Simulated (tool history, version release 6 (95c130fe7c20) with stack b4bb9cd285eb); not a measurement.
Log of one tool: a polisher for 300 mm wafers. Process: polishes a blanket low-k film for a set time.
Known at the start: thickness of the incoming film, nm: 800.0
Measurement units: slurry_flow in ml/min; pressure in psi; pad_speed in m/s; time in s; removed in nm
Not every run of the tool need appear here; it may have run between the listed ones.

{"run": 1, "day": 0.0, "slurry_flow": 175, "pressure": 2.3, "pad_speed": 1.18, "slurry_solids": 1, "time": 34, "removed": 22.167}
{"run": 2, "day": 0.083, "slurry_flow": 175, "pressure": 2.3, "pad_speed": 1.18, "slurry_solids": 1, "time": 30, "removed": 19.828}
{"run": 3, "day": 0.325, "slurry_flow": 175, "pressure": 2, "pad_speed": 1.18, "slurry_solids": 1, "time": 30, "removed": 17.14}
{"run": 4, "day": 0.45, "slurry_flow": 180, "pressure": 2.2, "pad_speed": 1.18, "slurry_solids": 1, "time": 30, "removed": 18.879}
{"run": 5, "day": 0.617, "slurry_flow": 180, "pressure": 1.8, "pad_speed": 1.18, "slurry_solids": 1, "time": 30, "removed": 15.746}
{"run": 6, "day": 0.792, "slurry_flow": 180, "pressure": 1.8, "pad_speed": 1.18, "slurry_solids": 1, "time": 30, "removed": 15.74}
{"run": 7, "day": 1.112, "slurry_flow": 180, "pressure": 2, "pad_speed": 1.18, "slurry_solids": 1, "time": 30, "removed": 17.566}
{"run": 8, "day": 1.354, "slurry_flow": 185, "pressure": 2.1, "pad_speed": 1.18, "slurry_solids": 1, "time": 30, "removed": 18.346}
{"run": 9, "day": 1.592, "slurry_flow": 190, "pressure": 2.2, "pad_speed": 1.18, "slurry_solids": 1, "time": 30, "removed": 19.244}

The next listed run, before its measurement:
{"run": 10, "day": 1.879, "slurry_flow": 190, "pressure": 2.3, "pad_speed": 1.18, "slurry_solids": 1, "time": 30, "removed": "?"}

{"run 10": {"removed": 20.031}}
